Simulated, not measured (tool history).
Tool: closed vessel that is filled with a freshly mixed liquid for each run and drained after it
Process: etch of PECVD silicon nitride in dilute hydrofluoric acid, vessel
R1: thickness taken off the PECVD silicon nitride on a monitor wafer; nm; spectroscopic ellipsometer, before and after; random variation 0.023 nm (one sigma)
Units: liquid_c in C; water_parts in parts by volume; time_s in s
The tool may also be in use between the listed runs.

run 1 hour=0 | liquid_c=23 water_parts=135 time_s=215 | R1=5.4568
run 2 hour=6.4 | liquid_c=23 water_parts=135 time_s=215 | R1=5.4352
run 3 hour=10.6 | liquid_c=23.5 water_parts=135 time_s=215 | R1=5.6169
run 4 hour=18.2 | liquid_c=23.5 water_parts=135 time_s=215 | R1=5.6249
run 5 hour=21.4 | liquid_c=21.5 water_parts=135 time_s=215 | R1=4.9126
run 6 hour=26.7 | liquid_c=18 water_parts=135 time_s=215 | R1=3.8678
run 7 hour=31.8 | liquid_c=19.5 water_parts=135 time_s=215 | R1=4.2808

The next listed run, before its measurement:
run 8 hour=38.1 | liquid_c=20.5 water_parts=135 time_s=215 | R1=?

R1: 4.5789 nm

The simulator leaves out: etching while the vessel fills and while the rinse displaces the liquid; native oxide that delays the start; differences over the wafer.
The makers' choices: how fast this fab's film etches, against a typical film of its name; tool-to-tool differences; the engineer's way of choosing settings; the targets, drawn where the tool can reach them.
